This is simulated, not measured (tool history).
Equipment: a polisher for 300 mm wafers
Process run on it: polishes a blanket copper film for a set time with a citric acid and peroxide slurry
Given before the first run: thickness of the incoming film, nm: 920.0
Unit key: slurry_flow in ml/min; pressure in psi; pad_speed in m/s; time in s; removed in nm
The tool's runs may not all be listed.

run 1 hour=0 | slurry_flow=170 pressure=3.3 pad_speed=1.24 slurry_solids=1 time=23 | removed=73.11
run 2 hour=5.1 | slurry_flow=160 pressure=2.9 pad_speed=1.24 slurry_solids=1 time=23 | removed=62.722
run 3 hour=13.7 | slurry_flow=160 pressure=2.9 pad_speed=1.4 slurry_solids=1 time=23 | removed=70.918
run 4 hour=19.3 | slurry_flow=160 pressure=2.9 pad_speed=1.12 slurry_solids=1 time=23 | removed=56.532
run 5 hour=25.4 | slurry_flow=160 pressure=3.2 pad_speed=1.12 slurry_solids=1 time=23 | removed=62.931
run 6 hour=29.1 | slurry_flow=160 pressure=3.2 pad_speed=1.12 slurry_solids=0.8 time=23 | removed=60.945

Run 7, settings as shown, results not yet in. Your forecast:
run 7 hour=37.8 | slurry_flow=150 pressure=3.1 pad_speed=1.12 slurry_solids=0.8 time=23 | removed=?

Run 7 yielded removed 58.954 nm.

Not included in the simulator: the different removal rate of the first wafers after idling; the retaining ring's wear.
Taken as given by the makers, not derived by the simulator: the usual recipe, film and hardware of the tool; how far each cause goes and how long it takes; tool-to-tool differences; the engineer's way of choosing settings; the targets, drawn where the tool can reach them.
